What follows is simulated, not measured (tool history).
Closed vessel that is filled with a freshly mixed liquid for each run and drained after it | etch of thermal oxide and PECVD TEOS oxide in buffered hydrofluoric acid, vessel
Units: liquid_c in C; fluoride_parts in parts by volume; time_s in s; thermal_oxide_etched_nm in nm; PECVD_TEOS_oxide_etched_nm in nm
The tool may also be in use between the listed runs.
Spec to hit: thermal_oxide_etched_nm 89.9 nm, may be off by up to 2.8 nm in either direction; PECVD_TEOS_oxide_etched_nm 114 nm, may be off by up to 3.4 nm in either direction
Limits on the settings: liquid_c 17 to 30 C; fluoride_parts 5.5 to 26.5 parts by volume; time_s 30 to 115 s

| run | day | liquid_c | fluoride_parts | time_s | thermal_oxide_etched_nm | PECVD_TEOS_oxide_etched_nm |
|---|---|---|---|---|---|---|
| 1 | 0 | 22 | 16 | 60 | 38.47 | 49.48 |
| 2 | 0.058 | 24.5 | 14 | 60 | 51.54 | 63.76 |
| 3 | 0.129 | 24.5 | 14 | 40 | 34.057 | 42.275 |
| 4 | 0.479 | 24.5 | 11 | 40 | 41.92 | 53.346 |
| 5 | 0.579 | 21.5 | 11 | 40 | 36.007 | 45.678 |
| 6 | 0.642 | 24 | 9.5 | 40 | 47.91 | 59.928 |
| 7 | 0.817 | 25.5 | 8.5 | 40 | 57.071 | 72.121 |
| 8 | 0.983 | 25.5 | 8.5 | 40 | 56.393 | 70.426 |
| 9 | 1.129 | 26.5 | 7.5 | 40 | 67.705 | 84.692 |
| 10 | 1.383 | 27.5 | 7.5 | 40 | 72.562 | 89.339 |
| 11 | 1.621 | 28 | 7 | 40 | 78.758 | 102.99 |
| 12 | 1.979 | 28.5 | 6.5 | 40 | 84.932 | 110.51 |
| 13 | 2.1 | 28.5 | 6 | 40 | 93.103 | 117.81 |

4 candidate next runs follow, results not yet known. Just one meets every target within its allowed miss. Identify it.
| A | 2.221 | 26.5 | 5.5 | 40 | ? | ? |
| B | 2.221 | 18.5 | 6 | 70 | ? | ? |
| C | 2.221 | 19 | 5.5 | 65 | ? | ? |
| D | 2.221 | 24.5 | 6.5 | 55 | ? | ? |

| move | thermal_oxide_etched_nm | PECVD_TEOS_oxide_etched_nm |
|---|---|---|
| A | 89.632 | 115.2 |
| B | 93.877 | 120.66 |
| C | 96.532 | 124.07 |
| D | 95.922 | 123.29 |
A: each result inside its tolerance
B: misses by more than the last run did
C: misses by more than the last run did
D: misses by more than the last run did
Correct choice: A, which meets every target

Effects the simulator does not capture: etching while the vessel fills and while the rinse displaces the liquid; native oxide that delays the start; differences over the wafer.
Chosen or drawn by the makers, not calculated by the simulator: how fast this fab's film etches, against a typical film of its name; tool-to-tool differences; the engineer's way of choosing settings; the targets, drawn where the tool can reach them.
